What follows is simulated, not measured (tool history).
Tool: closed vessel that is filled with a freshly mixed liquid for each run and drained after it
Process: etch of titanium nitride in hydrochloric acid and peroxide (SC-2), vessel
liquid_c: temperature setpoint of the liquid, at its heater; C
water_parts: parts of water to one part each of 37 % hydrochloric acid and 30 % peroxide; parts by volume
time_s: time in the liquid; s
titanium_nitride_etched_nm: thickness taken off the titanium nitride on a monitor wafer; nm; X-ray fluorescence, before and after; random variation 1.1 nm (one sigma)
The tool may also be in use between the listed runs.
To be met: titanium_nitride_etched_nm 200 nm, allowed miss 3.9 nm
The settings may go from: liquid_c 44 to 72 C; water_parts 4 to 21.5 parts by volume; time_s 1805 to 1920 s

| run | hour | liquid_c | water_parts | time_s | titanium_nitride_etched_nm |
|---|---|---|---|---|---|
| 1 | 0 | 60 | 12 | 1805 | 65.319 |
| 2 | 5.8 | 64.5 | 12 | 1805 | 87.01 |
| 3 | 14.9 | 61.5 | 12 | 1805 | 72.026 |
| 4 | 17.9 | 61.5 | 12 | 1920 | 76.357 |
| 5 | 27.2 | 65 | 10.5 | 1920 | 106.93 |
| 6 | 33.4 | 67.5 | 9.5 | 1920 | 133.8 |
| 7 | 42.4 | 67.5 | 9.5 | 1920 | 134.31 |
| 8 | 51.8 | 69 | 9 | 1920 | 154.31 |
| 9 | 58.7 | 70 | 8.5 | 1920 | 170.71 |
| 10 | 60.6 | 70.5 | 8.5 | 1920 | 177.3 |
| 11 | 69.8 | 71 | 8.5 | 1920 | 181.83 |
| 12 | 73 | 71.5 | 8.5 | 1920 | 186.36 |

Which of these 4 next moves meets every target?
| A | 76.2 | 70 | 6.5 | 1920 | ? |
| B | 76.2 | 70.5 | 6.5 | 1835 | ? |
| C | 76.2 | 68 | 6 | 1920 | ? |
| D | 76.2 | 72 | 9 | 1895 | ? |

| move | titanium_nitride_etched_nm |
|---|---|
| A | 212.65 |
| B | 209.32 |
| C | 200.6 |
| D | 182.41 |
A: takes the result that was furthest off past its target
B: takes the result that was furthest off past its target
C: meets every target
D: further off than the last run
Move C is the one to make.

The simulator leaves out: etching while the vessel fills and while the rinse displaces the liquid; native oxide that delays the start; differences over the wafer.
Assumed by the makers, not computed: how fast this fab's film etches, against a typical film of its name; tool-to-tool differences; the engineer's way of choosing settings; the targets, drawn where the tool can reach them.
